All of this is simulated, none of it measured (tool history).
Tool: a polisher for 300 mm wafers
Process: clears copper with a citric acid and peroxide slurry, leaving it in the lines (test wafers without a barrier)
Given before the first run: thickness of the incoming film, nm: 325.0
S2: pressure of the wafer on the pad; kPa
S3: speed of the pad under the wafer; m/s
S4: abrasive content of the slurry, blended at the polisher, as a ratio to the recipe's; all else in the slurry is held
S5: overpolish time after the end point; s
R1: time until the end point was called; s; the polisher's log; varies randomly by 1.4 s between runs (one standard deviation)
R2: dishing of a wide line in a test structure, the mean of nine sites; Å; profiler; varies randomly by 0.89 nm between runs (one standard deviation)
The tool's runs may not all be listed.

{"run": 1, "day": 0.0, "flow of slurry (ml/min)": 160, "S2": 24.8, "S3": 1.36, "S4": 1.0, "S5": 16, "R1": 86.688, "R2": 442.9}
{"run": 2, "day": 0.075, "flow of slurry (ml/min)": 160, "S2": 20.0, "S3": 1.36, "S4": 1.0, "S5": 16, "R1": 106.1, "R2": 354.28}
{"run": 3, "day": 0.158, "flow of slurry (ml/min)": 145, "S2": 20.0, "S3": 1.36, "S4": 1.0, "S5": 16, "R1": 110.59, "R2": 352.99}
{"run": 4, "day": 0.388, "flow of slurry (ml/min)": 145, "S2": 20.7, "S3": 1.36, "S4": 1.0, "S5": 17, "R1": 102.46, "R2": 378.85}
{"run": 5, "day": 0.742, "flow of slurry (ml/min)": 125, "S2": 20.7, "S3": 1.36, "S4": 1.0, "S5": 17, "R1": 110.73, "R2": 356.99}
{"run": 6, "day": 1.05, "flow of slurry (ml/min)": 125, "S2": 20.7, "S3": 1.36, "S4": 0.9, "S5": 17, "R1": 114.55, "R2": 363.72}
{"run": 7, "day": 1.179, "flow of slurry (ml/min)": 135, "S2": 21.4, "S3": 1.36, "S4": 0.85, "S5": 18, "R1": 108.95, "R2": 387.35}
{"run": 8, "day": 1.229, "flow of slurry (ml/min)": 135, "S2": 21.4, "S3": 1.36, "S4": 0.85, "S5": 19, "R1": 112.19, "R2": 411.5}
{"run": 9, "day": 1.529, "flow of slurry (ml/min)": 140, "S2": 21.4, "S3": 1.36, "S4": 0.85, "S5": 20, "R1": 109.57, "R2": 440.51}
{"run": 10, "day": 1.858, "flow of slurry (ml/min)": 140, "S2": 21.4, "S3": 1.36, "S4": 0.85, "S5": 20, "R1": 105.68, "R2": 420.67}
{"run": 11, "day": 2.171, "flow of slurry (ml/min)": 135, "S2": 21.4, "S3": 1.36, "S4": 0.85, "S5": 21, "R1": 112.85, "R2": 438.01}

Expected results for the next run?
{"run": 12, "day": 2.542, "flow of slurry (ml/min)": 140, "S2": 21.4, "S3": 1.36, "S4": 0.85, "S5": 22, "R1": "?", "R2": "?"}

R1: 111.170 s
R2: 455.80 Å

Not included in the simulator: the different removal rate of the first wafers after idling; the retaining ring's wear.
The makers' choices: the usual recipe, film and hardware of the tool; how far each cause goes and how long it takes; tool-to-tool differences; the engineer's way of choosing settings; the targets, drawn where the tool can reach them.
